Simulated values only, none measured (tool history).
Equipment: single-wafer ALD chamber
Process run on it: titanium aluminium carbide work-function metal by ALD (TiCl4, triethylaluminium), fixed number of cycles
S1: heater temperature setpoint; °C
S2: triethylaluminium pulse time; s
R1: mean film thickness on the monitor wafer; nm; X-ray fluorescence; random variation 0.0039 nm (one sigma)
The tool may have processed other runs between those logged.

run 1 hour=0.0 | S1=325 S2=8.87 | R1=2.51040
run 2 hour=6.3 | S1=336 S2=8.87 | R1=2.59950
run 3 hour=12.7 | S1=332 S2=8.87 | R1=2.57180
run 4 hour=20.1 | S1=323 S2=8.87 | R1=2.49670
run 5 hour=25.6 | S1=323 S2=10.05 | R1=2.52860
run 6 hour=29.4 | S1=323 S2=8.58 | R1=2.47680
run 7 hour=30.9 | S1=317 S2=7.19 | R1=2.29670
run 8 hour=31.9 | S1=313 S2=6.16 | R1=2.10770
run 9 hour=39.5 | S1=310 S2=5.39 | R1=1.89990
run 10 hour=48.0 | S1=310 S2=5.39 | R1=1.90390
run 11 hour=55.0 | S1=301 S2=3.20 | R1=0.81363
run 12 hour=61.8 | S1=305 S2=3.20 | R1=0.82614
run 13 hour=67.5 | S1=317 S2=6.04 | R1=2.10690
run 14 hour=72.7 | S1=313 S2=6.03 | R1=2.06530
run 15 hour=78.1 | S1=313 S2=5.47 | R1=1.94710

Run 16 has not been measured yet. What should we expect?
run 16 hour=78.9 | S1=310 S2=5.46 | R1=?

R1: 1.91700 nm

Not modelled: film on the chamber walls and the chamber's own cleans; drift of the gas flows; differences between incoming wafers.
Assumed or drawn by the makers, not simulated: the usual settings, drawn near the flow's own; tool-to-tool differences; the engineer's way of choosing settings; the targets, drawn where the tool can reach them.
